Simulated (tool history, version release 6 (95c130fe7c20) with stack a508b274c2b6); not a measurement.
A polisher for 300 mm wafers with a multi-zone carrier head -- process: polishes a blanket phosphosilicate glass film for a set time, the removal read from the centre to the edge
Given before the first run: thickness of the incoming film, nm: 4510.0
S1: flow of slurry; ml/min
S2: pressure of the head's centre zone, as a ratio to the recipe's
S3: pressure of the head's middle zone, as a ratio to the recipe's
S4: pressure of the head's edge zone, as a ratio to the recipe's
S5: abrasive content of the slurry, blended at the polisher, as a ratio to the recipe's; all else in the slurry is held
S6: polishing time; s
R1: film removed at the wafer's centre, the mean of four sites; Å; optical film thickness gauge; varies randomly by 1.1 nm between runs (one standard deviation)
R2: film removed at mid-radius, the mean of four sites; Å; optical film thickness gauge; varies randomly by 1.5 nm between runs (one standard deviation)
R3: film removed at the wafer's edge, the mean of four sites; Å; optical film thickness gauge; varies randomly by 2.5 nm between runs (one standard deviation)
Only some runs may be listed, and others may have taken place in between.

Run 1, hour 0: S1 295 ml/min, S2 1, S3 1, S4 1, S5 1, S6 42 s. Result: R1 4890.7 Å, R2 5007.2 Å, R3 4955.2 Å.
Run 2, hour 4.7: S1 295 ml/min, S2 1.08, S3 1, S4 1, S5 1, S6 42 s. Result: R1 5222.1 Å, R2 4997.5 Å, R3 4829.6 Å.
Run 3, hour 6.2: S1 275 ml/min, S2 1.04, S3 0.97, S4 0.97, S5 0.9, S6 38 s. Result: R1 4198.2 Å, R2 4102.9 Å, R3 4028.8 Å.
Run 4, hour 12.1: S1 260 ml/min, S2 1.02, S3 0.96, S4 0.94, S5 0.85, S6 35 s. Result: R1 3581 Å, R2 3583.1 Å, R3 3444.8 Å.
Run 5, hour 15.2: S1 310 ml/min, S2 1.02, S3 0.96, S4 0.94, S5 0.85, S6 35 s. Result: R1 3658.4 Å, R2 3666.8 Å, R3 3590.6 Å.
Run 6, hour 24.1: S1 295 ml/min, S2 1, S3 0.96, S4 0.92, S5 0.8, S6 32 s. Result: R1 3107.9 Å, R2 3100.4 Å, R3 3095.2 Å.
Run 7, hour 32.7: S1 280 ml/min, S2 0.99, S3 0.98, S4 0.9, S5 0.75, S6 30 s. Result: R1 2742.5 Å, R2 2785.3 Å, R3 2625.4 Å.
At hour 38.4: worn pad replaced by a new one.
Run 8, hour 38.4: S1 195 ml/min, S2 0.89, S3 0.91, S4 0.81, S5 0.5, S6 25 s. Result: R1 1212.8 Å, R2 1323.8 Å, R3 1277.8 Å.
Run 9, hour 46.2: S1 280 ml/min, S2 0.89, S3 0.98, S4 0.81, S5 0.5, S6 24 s. Result: R1 1260.4 Å, R2 1439.1 Å, R3 1308.4 Å.
Run 10, hour 53.4: S1 300 ml/min, S2 0.9, S3 0.99, S4 0.83, S5 0.5, S6 24 s. Result: R1 1261.8 Å, R2 1444.9 Å, R3 1306.6 Å.
Run 11, hour 55: S1 300 ml/min, S2 0.91, S3 1, S4 0.86, S5 0.5, S6 24 s. Result: R1 1290.7 Å, R2 1459 Å, R3 1327.4 Å.

Expected results for the next run?
Run 12, hour 56.8: S1 310 ml/min, S2 0.92, S3 1.02, S4 0.89, S5 0.5, S6 24 s. Result: R1 ?, R2 ?, R3 ?.

{"run 12": {"R1": 1311, "R2": 1458.9, "R3": 1378.1}}
